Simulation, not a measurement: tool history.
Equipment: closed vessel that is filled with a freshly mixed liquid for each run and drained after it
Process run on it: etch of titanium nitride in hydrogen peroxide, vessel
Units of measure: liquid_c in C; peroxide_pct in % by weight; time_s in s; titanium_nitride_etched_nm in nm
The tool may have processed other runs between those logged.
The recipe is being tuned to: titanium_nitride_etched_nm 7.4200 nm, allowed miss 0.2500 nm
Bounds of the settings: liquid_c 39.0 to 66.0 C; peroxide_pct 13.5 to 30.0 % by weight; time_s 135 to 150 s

run,hour,liquid_c,peroxide_pct,time_s,titanium_nitride_etched_nm
1,0.0,55.0,25.5,135,12.4190
2,0.9,53.5,25.5,135,11.4560
3,3.4,53.5,21.0,135,10.9910
4,6.8,52.0,21.0,135,9.9390
5,10.2,51.0,21.0,135,9.1815
6,11.9,51.0,17.0,135,8.7028
7,18.3,50.5,17.0,135,8.3363
8,21.5,50.0,17.0,135,8.0875
9,25.1,49.5,17.0,135,7.8061

Which of these 5 next moves meets every target?
A,28.7,50.5,16.0,135,?
B,28.7,46.0,16.0,150,?
C,28.7,49.0,17.5,145,?
D,28.7,50.0,19.0,135,?
E,28.7,48.5,18.5,135,?

move,titanium_nitride_etched_nm
A,8.3126
B,6.6493
C,8.1637
D,8.3162
E,7.4161
A: the biggest miss grows against the last run
B: the result that was furthest off in the last run now lies on the other side of its target
C: the biggest miss grows against the last run
D: the biggest miss grows against the last run
E: hits every target within its allowed miss
The move that meets every target is E.
